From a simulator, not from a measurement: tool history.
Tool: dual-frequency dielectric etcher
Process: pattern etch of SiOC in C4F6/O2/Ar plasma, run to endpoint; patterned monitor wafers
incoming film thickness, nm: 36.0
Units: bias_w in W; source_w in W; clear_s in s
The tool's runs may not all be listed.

run  hour  bias_w  source_w  clear_s
  1     0     419       340   14.287
  2   6.8     419       300   14.741
  3  15.2     469       310   14.195
  4  16.3     437       310   14.412
  5  24.3     389       310   14.813
  6  31.3     428       310   14.644
  7  32.6     473       340   13.753
  8  38.3     504       350   13.373
  9  46.7     526       360   13.202
 10  51.9     543       370   13.016

The next listed run, before its measurement:
 11  55.2     556       380        ?

Run 11 gave clear_s 12.622 s.
